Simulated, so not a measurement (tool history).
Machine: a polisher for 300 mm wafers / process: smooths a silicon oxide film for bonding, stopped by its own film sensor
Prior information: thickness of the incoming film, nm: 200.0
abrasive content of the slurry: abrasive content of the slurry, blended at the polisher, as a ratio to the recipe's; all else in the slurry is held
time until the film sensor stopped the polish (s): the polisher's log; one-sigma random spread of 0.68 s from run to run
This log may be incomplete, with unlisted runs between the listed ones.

run,hour,flow of slurry (ml/min),pressure of the wafer on the pad (psi),speed of the pad under the wafer (m/s),abrasive content of the slurry,target thickness at which the film sensor stops the polish (Å),time until the film sensor stopped the polish (s)
1,0.0,270,1.9,0.86,1.00,1660,58.280
2,4.7,270,2.0,0.86,1.00,1660,57.008
3,7.4,270,2.1,0.86,1.00,1660,56.248
4,15.9,270,2.1,0.86,0.85,1660,59.987
5,23.3,270,2.2,0.86,0.85,1660,57.767
6,30.1,270,2.2,0.76,0.85,1660,65.671
7,32.7,270,2.8,0.80,0.85,1660,51.758
8,40.1,270,2.8,0.82,0.85,1660,49.230

Expected results for the next run?
9,45.2,270,2.8,0.82,0.85,1660,?

Run 9 produced time until the film sensor stopped the polish (s) 49.400.
